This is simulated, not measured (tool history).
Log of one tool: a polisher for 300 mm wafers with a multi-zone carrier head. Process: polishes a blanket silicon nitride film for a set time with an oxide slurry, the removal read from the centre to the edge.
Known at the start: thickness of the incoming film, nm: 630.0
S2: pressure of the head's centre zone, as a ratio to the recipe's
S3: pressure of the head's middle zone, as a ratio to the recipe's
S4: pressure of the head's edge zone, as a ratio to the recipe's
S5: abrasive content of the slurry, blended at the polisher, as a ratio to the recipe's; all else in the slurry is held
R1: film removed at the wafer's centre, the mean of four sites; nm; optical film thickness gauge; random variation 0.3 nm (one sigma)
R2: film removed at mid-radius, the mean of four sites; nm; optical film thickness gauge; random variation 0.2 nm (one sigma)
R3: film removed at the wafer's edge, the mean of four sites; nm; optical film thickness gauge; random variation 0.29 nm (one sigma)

{"run": 1, "hour": 0.0, "flow of slurry (ml/min)": 215, "S2": 1.0, "S3": 1.0, "S4": 1.0, "S5": 1.0, "polishing time (s)": 62, "R1": 46.27, "R2": 46.48, "R3": 46.208}
{"run": 2, "hour": 4.0, "flow of slurry (ml/min)": 215, "S2": 1.0, "S3": 0.96, "S4": 1.0, "S5": 1.0, "polishing time (s)": 62, "R1": 46.32, "R2": 43.987, "R3": 45.623}
{"run": 3, "hour": 7.0, "flow of slurry (ml/min)": 215, "S2": 1.0, "S3": 0.96, "S4": 0.96, "S5": 1.0, "polishing time (s)": 62, "R1": 46.22, "R2": 44.157, "R3": 45.43}
{"run": 4, "hour": 9.4, "flow of slurry (ml/min)": 215, "S2": 0.99, "S3": 0.96, "S4": 0.94, "S5": 0.85, "polishing time (s)": 58, "R1": 38.602, "R2": 38.873, "R3": 38.83}
{"run": 5, "hour": 11.1, "flow of slurry (ml/min)": 215, "S2": 0.99, "S3": 0.96, "S4": 0.94, "S5": 1.05, "polishing time (s)": 58, "R1": 43.939, "R2": 42.41, "R3": 42.309}
{"run": 6, "hour": 19.9, "flow of slurry (ml/min)": 215, "S2": 0.99, "S3": 0.96, "S4": 0.94, "S5": 1.05, "polishing time (s)": 51, "R1": 39.079, "R2": 37.984, "R3": 38.346}
{"run": 7, "hour": 28.5, "flow of slurry (ml/min)": 215, "S2": 0.99, "S3": 0.94, "S4": 0.91, "S5": 0.9, "polishing time (s)": 51, "R1": 35.592, "R2": 34.034, "R3": 34.7}
{"run": 8, "hour": 37.1, "flow of slurry (ml/min)": 215, "S2": 0.98, "S3": 0.93, "S4": 0.88, "S5": 0.8, "polishing time (s)": 51, "R1": 32.067, "R2": 31.572, "R3": 31.797}
{"run": 9, "hour": 42.4, "flow of slurry (ml/min)": 210, "S2": 0.97, "S3": 0.92, "S4": 0.86, "S5": 0.75, "polishing time (s)": 51, "R1": 31.419, "R2": 29.722, "R3": 29.087}
{"run": 10, "hour": 46.3, "flow of slurry (ml/min)": 200, "S2": 0.94, "S3": 0.91, "S4": 0.88, "S5": 0.75, "polishing time (s)": 51, "R1": 29.256, "R2": 29.414, "R3": 29.577}
{"run": 11, "hour": 54.8, "flow of slurry (ml/min)": 185, "S2": 0.93, "S3": 0.9, "S4": 0.87, "S5": 0.75, "polishing time (s)": 51, "R1": 28.816, "R2": 29.228, "R3": 29.272}
{"run": 12, "hour": 63.5, "flow of slurry (ml/min)": 180, "S2": 0.92, "S3": 0.88, "S4": 0.86, "S5": 0.75, "polishing time (s)": 51, "R1": 28.424, "R2": 28.206, "R3": 29.566}

Run 13 comes next. What will it give?
{"run": 13, "hour": 72.0, "flow of slurry (ml/min)": 180, "S2": 0.92, "S3": 0.88, "S4": 0.85, "S5": 0.75, "polishing time (s)": 51, "R1": "?", "R2": "?", "R3": "?"}

R1: 28.428 nm
R2: 27.991 nm
R3: 29.350 nm
